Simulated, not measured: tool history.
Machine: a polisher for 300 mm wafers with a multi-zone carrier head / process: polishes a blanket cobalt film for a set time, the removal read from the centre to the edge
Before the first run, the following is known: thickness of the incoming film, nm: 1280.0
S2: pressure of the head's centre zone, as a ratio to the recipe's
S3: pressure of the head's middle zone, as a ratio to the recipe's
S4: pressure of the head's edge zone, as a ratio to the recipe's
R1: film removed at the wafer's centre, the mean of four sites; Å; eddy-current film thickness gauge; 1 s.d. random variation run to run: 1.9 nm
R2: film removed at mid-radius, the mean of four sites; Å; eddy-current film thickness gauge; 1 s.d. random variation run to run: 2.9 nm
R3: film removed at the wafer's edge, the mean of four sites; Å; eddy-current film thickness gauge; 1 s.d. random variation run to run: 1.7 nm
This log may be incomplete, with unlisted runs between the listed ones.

Run 1, day 0.000: flow of slurry (ml/min) 270, S2 1.00, S3 1.00, S4 1.00, polishing time (s) 70. Result: R1 3704.1 Å, R2 3682.8 Å, R3 3705.6 Å.
Run 2, day 0.275: flow of slurry (ml/min) 210, S2 1.00, S3 1.00, S4 1.00, polishing time (s) 70. Result: R1 3543.0 Å, R2 3448.2 Å, R3 3603.1 Å.
Run 3, day 0.408: flow of slurry (ml/min) 260, S2 1.00, S3 1.00, S4 1.00, polishing time (s) 70. Result: R1 3700.0 Å, R2 3663.9 Å, R3 3668.1 Å.
Run 4, day 0.458: flow of slurry (ml/min) 240, S2 0.96, S3 0.98, S4 0.99, polishing time (s) 67. Result: R1 3332.0 Å, R2 3347.9 Å, R3 3473.2 Å.
Run 5, day 0.700: flow of slurry (ml/min) 195, S2 0.96, S3 0.98, S4 0.99, polishing time (s) 67. Result: R1 3158.8 Å, R2 3192.6 Å, R3 3390.3 Å.
Run 6, day 0.871: flow of slurry (ml/min) 190, S2 0.93, S3 0.96, S4 0.97, polishing time (s) 65. Result: R1 2955.7 Å, R2 3115.7 Å, R3 3207.1 Å.
Run 7, day 1.004: flow of slurry (ml/min) 185, S2 0.91, S3 0.93, S4 0.98, polishing time (s) 63. Result: R1 2759.1 Å, R2 2905.2 Å, R3 3136.1 Å.
Run 8, day 1.300: flow of slurry (ml/min) 180, S2 0.90, S3 0.91, S4 0.97, polishing time (s) 62. Result: R1 2704.1 Å, R2 2790.1 Å, R3 3020.8 Å.
Run 9, day 1.533: flow of slurry (ml/min) 175, S2 0.88, S3 0.90, S4 0.97, polishing time (s) 61. Result: R1 2568.5 Å, R2 2771.8 Å, R3 2975.4 Å.
Run 10, day 1.675: flow of slurry (ml/min) 170, S2 0.87, S3 0.88, S4 0.97, polishing time (s) 60. Result: R1 2459.0 Å, R2 2664.9 Å, R3 2894.2 Å.
Run 11, day 2.038: flow of slurry (ml/min) 170, S2 0.87, S3 0.87, S4 0.97, polishing time (s) 60. Result: R1 2444.6 Å, R2 2687.7 Å, R3 2913.7 Å.
At day 2.400: slurry nozzle cleaned.
Run 12, day 2.400: flow of slurry (ml/min) 170, S2 0.87, S3 0.86, S4 0.98, polishing time (s) 59. Result: R1 2680.8 Å, R2 2771.8 Å, R3 3043.7 Å.
Run 13, day 2.675: flow of slurry (ml/min) 170, S2 0.86, S3 0.85, S4 0.98, polishing time (s) 58. Result: R1 2595.0 Å, R2 2746.8 Å, R3 3021.5 Å.
Run 14, day 2.871: flow of slurry (ml/min) 170, S2 0.85, S3 0.84, S4 0.98, polishing time (s) 57. Result: R1 2507.4 Å, R2 2687.7 Å, R3 2977.0 Å.

Expected results for the next run?
Run 15, day 2.921: flow of slurry (ml/min) 170, S2 0.84, S3 0.83, S4 0.98, polishing time (s) 56. Result: R1 ?, R2 ?, R3 ?.

{"run 15": {"R1": 2464.2, "R2": 2657.4, "R3": 2903.0}}
